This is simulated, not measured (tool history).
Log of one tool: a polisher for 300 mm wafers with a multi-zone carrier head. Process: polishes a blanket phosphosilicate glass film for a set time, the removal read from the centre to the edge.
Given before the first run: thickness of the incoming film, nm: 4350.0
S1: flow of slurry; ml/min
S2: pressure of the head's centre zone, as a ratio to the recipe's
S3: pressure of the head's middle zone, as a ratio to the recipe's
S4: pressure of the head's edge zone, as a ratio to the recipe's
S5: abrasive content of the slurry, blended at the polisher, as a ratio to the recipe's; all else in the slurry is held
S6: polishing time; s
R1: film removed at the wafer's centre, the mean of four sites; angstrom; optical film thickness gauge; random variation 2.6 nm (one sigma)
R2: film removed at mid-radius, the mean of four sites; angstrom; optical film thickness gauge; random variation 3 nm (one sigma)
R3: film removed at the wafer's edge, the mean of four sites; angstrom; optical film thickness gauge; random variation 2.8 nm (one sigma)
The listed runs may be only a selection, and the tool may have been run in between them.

{"run": 1, "hour": 0.0, "S1": 210, "S2": 1, "S3": 1, "S4": 1, "S5": 1, "S6": 51, "R1": 3480.5, "R2": 3491.6, "R3": 3551.6}
{"run": 2, "hour": 6.5, "S1": 200, "S2": 0.95, "S3": 1, "S4": 0.97, "S5": 0.85, "S6": 51, "R1": 3005.5, "R2": 3091.5, "R3": 3092.9}
{"run": 3, "hour": 14.5, "S1": 185, "S2": 0.91, "S3": 1.02, "S4": 0.97, "S5": 0.8, "S6": 51, "R1": 2729, "R2": 3034.4, "R3": 3028.9}
{"run": 4, "hour": 18.7, "S1": 180, "S2": 0.88, "S3": 1.02, "S4": 0.94, "S5": 0.8, "S6": 51, "R1": 2680.8, "R2": 3018.4, "R3": 2917.1}
{"run": 5, "hour": 23.0, "S1": 180, "S2": 0.88, "S3": 1.06, "S4": 0.94, "S5": 0.8, "S6": 51, "R1": 2597.2, "R2": 3186.2, "R3": 2855.4}
{"run": 6, "hour": 27.3, "S1": 180, "S2": 0.88, "S3": 1.06, "S4": 1.02, "S5": 0.8, "S6": 51, "R1": 2617.7, "R2": 3125.4, "R3": 3022.8}

What does the tool deliver on the next run?
{"run": 7, "hour": 32.1, "S1": 175, "S2": 0.86, "S3": 1.05, "S4": 1, "S5": 0.75, "S6": 51, "R1": "?", "R2": "?", "R3": "?"}

{"run 7": {"R1": 2384.4, "R2": 2993.7, "R3": 2863.2}}

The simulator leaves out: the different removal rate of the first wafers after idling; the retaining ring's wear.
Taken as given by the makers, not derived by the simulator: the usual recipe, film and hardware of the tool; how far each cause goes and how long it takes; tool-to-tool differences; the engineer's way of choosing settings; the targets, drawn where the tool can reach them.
